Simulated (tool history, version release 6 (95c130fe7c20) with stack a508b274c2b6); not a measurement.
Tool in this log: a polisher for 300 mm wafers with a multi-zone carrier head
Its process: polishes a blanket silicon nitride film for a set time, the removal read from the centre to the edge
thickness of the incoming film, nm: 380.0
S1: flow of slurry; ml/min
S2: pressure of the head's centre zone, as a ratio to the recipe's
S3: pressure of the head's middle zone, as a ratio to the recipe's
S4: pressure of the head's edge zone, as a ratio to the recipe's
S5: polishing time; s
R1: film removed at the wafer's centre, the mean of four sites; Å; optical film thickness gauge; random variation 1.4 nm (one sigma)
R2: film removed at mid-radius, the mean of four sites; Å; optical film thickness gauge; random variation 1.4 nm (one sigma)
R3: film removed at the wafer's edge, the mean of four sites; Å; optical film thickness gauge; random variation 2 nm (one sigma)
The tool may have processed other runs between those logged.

run  hour   S1    S2    S3    S4  S5      R1      R2      R3
  1     0  180     1     1     1  78  1501.9  1534.1  1476.1
  2   2.2  190  1.01  1.01  1.01  78  1522.1  1576.9  1490.7
  3  10.8  190  1.01  1.01  1.04  78  1511.2  1570.3  1501.3
  4  15.7  190  1.01  1.04  1.04  78  1515.6    1592  1488.4
  5  16.7  190  1.05  1.04  1.04  78  1578.3  1624.9  1503.3
     22.9  -- edge zone pressure recalibrated
  6  22.9  190  1.05  1.04   1.1  78  1571.8  1605.7  1631.7
  7  30.3  240  1.13  1.09  1.07  78  1740.1  1727.3  1656.3
  8  37.6  245  1.14  1.09  1.07  78  1737.5  1728.3  1616.4

The next listed run, before its measurement:
  9  38.6  245  1.15  1.09  1.07  78   ?   ?   ?

R1: 1730.3 Å
R2: 1699.6 Å
R3: 1677.5 Å
